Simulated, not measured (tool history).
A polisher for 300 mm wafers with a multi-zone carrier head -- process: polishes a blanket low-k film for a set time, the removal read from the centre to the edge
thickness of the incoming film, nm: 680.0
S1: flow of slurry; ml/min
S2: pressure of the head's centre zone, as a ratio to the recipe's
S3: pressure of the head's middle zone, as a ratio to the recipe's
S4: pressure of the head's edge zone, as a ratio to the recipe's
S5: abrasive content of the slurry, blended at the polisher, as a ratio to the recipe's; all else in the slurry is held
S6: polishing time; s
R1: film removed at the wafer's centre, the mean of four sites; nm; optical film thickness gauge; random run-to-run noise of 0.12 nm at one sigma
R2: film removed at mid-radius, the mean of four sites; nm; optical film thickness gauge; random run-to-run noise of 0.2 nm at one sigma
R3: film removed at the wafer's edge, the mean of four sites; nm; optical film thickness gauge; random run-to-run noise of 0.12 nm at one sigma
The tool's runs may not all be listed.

Run 1, day 0.000: S1 130 ml/min, S2 1.00, S3 1.00, S4 1.00, S5 1.00, S6 66 s. Result: R1 20.528 nm, R2 20.610 nm, R3 21.027 nm.
Run 2, day 0.150: S1 125 ml/min, S2 0.99, S3 1.00, S4 0.98, S5 0.95, S6 66 s. Result: R1 19.537 nm, R2 20.350 nm, R3 20.064 nm.
Run 3, day 0.371: S1 120 ml/min, S2 0.98, S3 0.98, S4 0.96, S5 0.90, S6 66 s. Result: R1 18.663 nm, R2 19.212 nm, R3 19.039 nm.
Run 4, day 0.662: S1 120 ml/min, S2 0.98, S3 0.98, S4 1.00, S5 0.90, S6 66 s. Result: R1 18.588 nm, R2 19.266 nm, R3 19.381 nm.
Run 5, day 0.921: S1 120 ml/min, S2 0.98, S3 1.06, S4 1.00, S5 0.90, S6 66 s. Result: R1 18.320 nm, R2 20.596 nm, R3 19.534 nm.
Run 6, day 1.192: S1 120 ml/min, S2 1.04, S3 1.06, S4 1.00, S5 0.90, S6 66 s. Result: R1 19.723 nm, R2 20.327 nm, R3 19.461 nm.
Run 7, day 1.538: S1 120 ml/min, S2 1.04, S3 1.06, S4 1.00, S5 0.90, S6 66 s. Result: R1 19.685 nm, R2 20.320 nm, R3 19.534 nm.
Run 8, day 1.583: S1 115 ml/min, S2 1.02, S3 1.04, S4 0.98, S5 0.85, S6 66 s. Result: R1 18.545 nm, R2 19.426 nm, R3 18.553 nm.
Run 9, day 1.700: S1 110 ml/min, S2 1.00, S3 1.02, S4 0.97, S5 0.80, S6 66 s. Result: R1 17.416 nm, R2 17.972 nm, R3 17.572 nm.
Run 10, day 1.783: S1 105 ml/min, S2 0.98, S3 1.02, S4 0.95, S5 0.80, S6 66 s. Result: R1 16.748 nm, R2 17.682 nm, R3 17.626 nm.
Run 11, day 2.046: S1 105 ml/min, S2 0.97, S3 1.02, S4 0.94, S5 0.75, S6 66 s. Result: R1 15.951 nm, R2 16.996 nm, R3 16.668 nm.
Run 12, day 2.175: S1 105 ml/min, S2 0.96, S3 1.02, S4 0.92, S5 0.75, S6 66 s. Result: R1 15.843 nm, R2 16.938 nm, R3 16.623 nm.

Predict the results of run 13:
Run 13, day 2.517: S1 105 ml/min, S2 0.95, S3 1.03, S4 0.91, S5 0.75, S6 66 s. Result: R1 ?, R2 ?, R3 ?.

R1: 15.531 nm
R2: 16.741 nm
R3: 16.417 nm
